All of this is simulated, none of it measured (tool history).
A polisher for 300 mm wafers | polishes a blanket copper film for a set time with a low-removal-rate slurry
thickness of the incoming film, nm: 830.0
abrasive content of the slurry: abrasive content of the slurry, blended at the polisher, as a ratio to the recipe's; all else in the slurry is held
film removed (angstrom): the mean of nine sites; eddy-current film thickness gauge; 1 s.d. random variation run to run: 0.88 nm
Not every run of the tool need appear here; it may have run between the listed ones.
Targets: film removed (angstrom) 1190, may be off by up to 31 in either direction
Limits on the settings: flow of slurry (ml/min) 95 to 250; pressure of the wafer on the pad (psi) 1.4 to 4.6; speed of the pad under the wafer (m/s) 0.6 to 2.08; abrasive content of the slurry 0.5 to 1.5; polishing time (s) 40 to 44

| run | hour | flow of slurry (ml/min) | pressure of the wafer on the pad (psi) | speed of the pad under the wafer (m/s) | abrasive content of the slurry | polishing time (s) | film removed (angstrom) |
|---|---|---|---|---|---|---|---|
| 1 | 0 | 160 | 3 | 1.34 | 1 | 44 | 1371.1 |
| 2 | 5.7 | 160 | 2.5 | 1.34 | 1 | 44 | 1140.3 |
| 3 | 7.5 | 165 | 2.5 | 1.34 | 1 | 44 | 1153 |
| 4 | 11.5 | 165 | 1.9 | 1.34 | 1 | 44 | 887.33 |
| 5 | 17.6 | 175 | 2.1 | 1.34 | 1 | 44 | 991.35 |
|  | 19.3 | slurry nozzle cleaned |
| 6 | 19.3 | 175 | 2.1 | 1.16 | 1 | 44 | 952.21 |
| 7 | 26.7 | 195 | 2.2 | 1.16 | 1 | 44 | 1028.2 |
| 8 | 30 | 210 | 2.2 | 1.16 | 1 | 44 | 1037.2 |
| 9 | 35.8 | 220 | 2.3 | 1.16 | 1 | 44 | 1074.8 |
| 10 | 38 | 225 | 2.4 | 1.16 | 1 | 44 | 1134.6 |
| 11 | 40.5 | 230 | 2.4 | 1.16 | 1 | 44 | 1133.3 |
| 12 | 46.5 | 235 | 2.6 | 1.16 | 1 | 44 | 1218.3 |

Which one of the following 5 next-run settings gets every result inside its allowed miss? There is exactly one.
| A | 52.5 | 220 | 2.6 | 1.26 | 1 | 44 | ? |
| B | 52.5 | 225 | 2.6 | 1.26 | 1.05 | 43 | ? |
| C | 52.5 | 210 | 2.3 | 1.56 | 0.65 | 40 | ? |
| D | 52.5 | 240 | 2.7 | 1.18 | 0.9 | 44 | ? |
| E | 52.5 | 250 | 2.6 | 1.32 | 1 | 40 | ? |

| move | film removed (angstrom) |
|---|---|
| A | 1296 |
| B | 1281.3 |
| C | 1170 |
| D | 1258.9 |
| E | 1246 |
A: further off than the last run
B: further off than the last run
C: hits every target within its allowed miss
D: further off than the last run
E: further off than the last run
The right move is C.
